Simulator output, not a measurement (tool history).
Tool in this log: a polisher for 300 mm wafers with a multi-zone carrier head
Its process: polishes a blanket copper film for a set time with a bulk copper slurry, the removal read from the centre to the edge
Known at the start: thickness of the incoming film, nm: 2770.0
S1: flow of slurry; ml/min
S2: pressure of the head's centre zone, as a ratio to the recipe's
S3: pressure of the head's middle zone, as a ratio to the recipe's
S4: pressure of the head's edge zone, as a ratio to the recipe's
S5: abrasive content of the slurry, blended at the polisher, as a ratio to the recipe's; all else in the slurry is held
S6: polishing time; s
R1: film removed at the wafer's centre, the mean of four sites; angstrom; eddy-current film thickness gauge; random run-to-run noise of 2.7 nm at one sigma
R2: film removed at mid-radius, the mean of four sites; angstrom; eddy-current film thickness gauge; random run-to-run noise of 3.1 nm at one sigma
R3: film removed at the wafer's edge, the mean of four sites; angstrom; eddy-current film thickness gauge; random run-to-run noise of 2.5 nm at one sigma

{"run": 1, "hour": 0.0, "S1": 205, "S2": 1, "S3": 1, "S4": 1, "S5": 1, "S6": 49, "R1": 4207.2, "R2": 3937.6, "R3": 4150.4}
{"run": 2, "hour": 3.0, "S1": 195, "S2": 0.99, "S3": 0.95, "S4": 0.99, "S5": 0.9, "S6": 48, "R1": 3962.6, "R2": 3702.6, "R3": 3945.5}
{"run": 3, "hour": 6.6, "S1": 190, "S2": 1, "S3": 0.91, "S4": 1.02, "S5": 0.85, "S6": 46, "R1": 3783.4, "R2": 3446.7, "R3": 3818.7}
{"run": 4, "hour": 14.0, "S1": 190, "S2": 1, "S3": 0.91, "S4": 1.02, "S5": 0.85, "S6": 55, "R1": 4576.5, "R2": 4043, "R3": 4547.1}
{"run": 5, "hour": 21.2, "S1": 185, "S2": 1.02, "S3": 0.88, "S4": 1.05, "S5": 0.75, "S6": 51, "R1": 4222.7, "R2": 3568.5, "R3": 4217.9}
{"run": 6, "hour": 28.8, "S1": 180, "S2": 1.02, "S3": 0.86, "S4": 1.05, "S5": 0.7, "S6": 49, "R1": 4053.5, "R2": 3356.7, "R3": 3978.2}
{"run": 7, "hour": 35.3, "S1": 170, "S2": 1.01, "S3": 0.85, "S4": 1.06, "S5": 0.65, "S6": 47, "R1": 3720.1, "R2": 3153, "R3": 3801.4}
{"run": 8, "hour": 36.6, "S1": 165, "S2": 1.01, "S3": 0.84, "S4": 1.06, "S5": 0.6, "S6": 46, "R1": 3630.6, "R2": 2949.3, "R3": 3637}

Forecast run 9:
{"run": 9, "hour": 41.5, "S1": 135, "S2": 0.94, "S3": 0.81, "S4": 0.97, "S5": 0.5, "S6": 45, "R1": "?", "R2": "?", "R3": "?"}

{"run 9": {"R1": 3066.4, "R2": 2684.1, "R3": 3247.4}}
